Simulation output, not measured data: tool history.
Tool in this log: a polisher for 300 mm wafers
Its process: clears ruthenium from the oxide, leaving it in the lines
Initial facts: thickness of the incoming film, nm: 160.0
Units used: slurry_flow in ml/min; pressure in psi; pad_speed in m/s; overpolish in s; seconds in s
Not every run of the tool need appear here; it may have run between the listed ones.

Run 1, hour 0.0: slurry_flow 220 ml/min, pressure 2.6 psi, pad_speed 1.00 m/s, overpolish 2 s. Result: seconds 90.777 s.
Run 2, hour 1.3: slurry_flow 220 ml/min, pressure 2.0 psi, pad_speed 1.00 m/s, overpolish 2 s. Result: seconds 112.180 s.
Run 3, hour 6.5: slurry_flow 220 ml/min, pressure 2.0 psi, pad_speed 1.00 m/s, overpolish 2 s. Result: seconds 112.000 s.
Run 4, hour 13.6: slurry_flow 220 ml/min, pressure 1.5 psi, pad_speed 1.00 m/s, overpolish 2 s. Result: seconds 139.950 s.
Run 5, hour 18.0: slurry_flow 220 ml/min, pressure 1.7 psi, pad_speed 1.00 m/s, overpolish 2 s. Result: seconds 130.160 s.
Run 6, hour 20.1: slurry_flow 220 ml/min, pressure 1.9 psi, pad_speed 1.00 m/s, overpolish 2 s. Result: seconds 117.800 s.
Run 7, hour 23.2: slurry_flow 220 ml/min, pressure 2.1 psi, pad_speed 1.00 m/s, overpolish 2 s. Result: seconds 107.650 s.
Run 8, hour 30.3: slurry_flow 220 ml/min, pressure 2.2 psi, pad_speed 1.00 m/s, overpolish 2 s. Result: seconds 103.360 s.
Run 9, hour 38.9: slurry_flow 220 ml/min, pressure 2.3 psi, pad_speed 1.00 m/s, overpolish 2 s. Result: seconds 99.932 s.
Run 10, hour 47.0: slurry_flow 220 ml/min, pressure 2.4 psi, pad_speed 1.00 m/s, overpolish 2 s. Result: seconds 97.974 s.
Run 11, hour 51.2: slurry_flow 220 ml/min, pressure 2.4 psi, pad_speed 1.00 m/s, overpolish 2 s. Result: seconds 98.043 s.
Run 12, hour 60.2: slurry_flow 220 ml/min, pressure 2.5 psi, pad_speed 1.00 m/s, overpolish 2 s. Result: seconds 94.783 s.

Estimate the outcome of run 13 from the log above:
Run 13, hour 62.4: slurry_flow 220 ml/min, pressure 2.6 psi, pad_speed 1.00 m/s, overpolish 2 s. Result: seconds ?.

seconds: 90.888 s
